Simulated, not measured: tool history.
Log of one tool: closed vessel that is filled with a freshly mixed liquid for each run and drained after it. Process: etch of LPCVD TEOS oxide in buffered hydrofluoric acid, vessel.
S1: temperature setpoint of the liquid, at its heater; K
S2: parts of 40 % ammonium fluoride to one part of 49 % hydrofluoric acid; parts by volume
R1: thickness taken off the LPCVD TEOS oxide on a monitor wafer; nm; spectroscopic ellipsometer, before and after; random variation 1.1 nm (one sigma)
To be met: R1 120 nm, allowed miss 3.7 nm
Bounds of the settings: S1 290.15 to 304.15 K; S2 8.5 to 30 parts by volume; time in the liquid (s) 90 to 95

{"run": 1, "day": 0.0, "S1": 296.15, "S2": 23, "time in the liquid (s)": 90, "R1": 157.74}
{"run": 2, "day": 0.171, "S1": 296.15, "S2": 23, "time in the liquid (s)": 90, "R1": 159.96}
{"run": 3, "day": 0.471, "S1": 296.15, "S2": 23, "time in the liquid (s)": 90, "R1": 159.22}
{"run": 4, "day": 0.583, "S1": 294.65, "S2": 23, "time in the liquid (s)": 90, "R1": 144.41}
{"run": 5, "day": 0.738, "S1": 294.15, "S2": 23, "time in the liquid (s)": 90, "R1": 139.66}
{"run": 6, "day": 0.829, "S1": 294.15, "S2": 23, "time in the liquid (s)": 95, "R1": 147.19}
{"run": 7, "day": 1.046, "S1": 293.65, "S2": 23, "time in the liquid (s)": 95, "R1": 147.05}
{"run": 8, "day": 1.338, "S1": 293.15, "S2": 23, "time in the liquid (s)": 95, "R1": 140.9}
{"run": 9, "day": 1.488, "S1": 292.65, "S2": 23, "time in the liquid (s)": 95, "R1": 137.25}
{"run": 10, "day": 1.725, "S1": 292.15, "S2": 23, "time in the liquid (s)": 95, "R1": 134.59}

Which of these 4 next moves meets every target?
{"run": "A", "day": 1.962, "S1": 291.65, "S2": 26.5, "time in the liquid (s)": 90, "R1": "?"}
{"run": "B", "day": 1.962, "S1": 290.65, "S2": 26, "time in the liquid (s)": 95, "R1": "?"}
{"run": "C", "day": 1.962, "S1": 290.15, "S2": 23, "time in the liquid (s)": 95, "R1": "?"}
{"run": "D", "day": 1.962, "S1": 293.65, "S2": 22.5, "time in the liquid (s)": 95, "R1": "?"}

move=A R1=110.35
move=B R1=111.48
move=C R1=117.94
move=D R1=146.01
A: takes the result that was furthest off past its target
B: takes the result that was furthest off past its target
C: meets every target
D: further off than the last run
Answer: C

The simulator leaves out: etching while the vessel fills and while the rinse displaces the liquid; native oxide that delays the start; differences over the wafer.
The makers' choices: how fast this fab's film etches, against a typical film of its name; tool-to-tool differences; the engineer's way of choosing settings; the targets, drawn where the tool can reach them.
